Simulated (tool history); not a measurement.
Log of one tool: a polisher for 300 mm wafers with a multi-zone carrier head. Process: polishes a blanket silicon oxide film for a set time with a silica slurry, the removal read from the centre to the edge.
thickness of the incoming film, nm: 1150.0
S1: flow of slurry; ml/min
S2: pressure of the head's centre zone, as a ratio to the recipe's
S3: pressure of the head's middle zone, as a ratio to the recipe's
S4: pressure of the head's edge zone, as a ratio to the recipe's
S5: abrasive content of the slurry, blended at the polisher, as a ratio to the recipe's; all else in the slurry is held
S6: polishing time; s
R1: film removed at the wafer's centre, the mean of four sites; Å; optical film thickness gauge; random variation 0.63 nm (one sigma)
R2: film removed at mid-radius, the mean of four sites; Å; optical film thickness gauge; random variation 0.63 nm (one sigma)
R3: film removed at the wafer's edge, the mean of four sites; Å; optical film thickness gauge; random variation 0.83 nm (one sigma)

run    day   S1    S2    S3    S4    S5  S6       R1       R2       R3
  1  0.000  315  1.00  1.00  1.00  1.00  71  1763.10  1727.40  1705.90
  2  0.333  315  1.00  1.00  1.06  1.00  71  1760.60  1739.80  1698.80
  3  0.488  315  1.00  1.00  1.02  1.00  71  1775.90  1734.40  1751.60
  4  0.679  330  1.03  1.01  1.02  0.85  59  1377.40  1299.80  1280.20
  5  0.825  330  1.03  1.01  1.02  0.85  65  1508.50  1453.90  1396.40
  6  1.046  330  1.03  1.01  1.02  0.85  59  1379.30  1308.20  1288.60
  7  1.167  340  1.04  1.01  1.02  0.75  54  1174.80  1107.20  1076.20
  8  1.221  350  1.04  0.99  1.00  0.65  53  1022.70   941.32   947.58
  9  1.333  350  1.04  0.99  0.94  0.65  53  1016.50   967.49   919.58
 10  1.479  295  1.01  0.89  0.85  0.50  53   756.73   665.60   679.98
 11  1.804  385  1.04  0.96  0.95  0.50  50   749.09   674.94   677.08
 12  1.842  330  1.04  0.96  0.94  0.50  50   733.26   665.99   665.55
     1.996  -- edge zone pressure recalibrated
 13  1.996  355  1.14  1.06  1.04  0.75  50  1194.90  1073.10  1046.80

Forecast run 14:
 14  2.162  355  1.09  1.01  0.98  0.75  50   ?   ?   ?

{"run 14": {"R1": 1127.4, "R2": 1029.3, "R3": 1013.1}}

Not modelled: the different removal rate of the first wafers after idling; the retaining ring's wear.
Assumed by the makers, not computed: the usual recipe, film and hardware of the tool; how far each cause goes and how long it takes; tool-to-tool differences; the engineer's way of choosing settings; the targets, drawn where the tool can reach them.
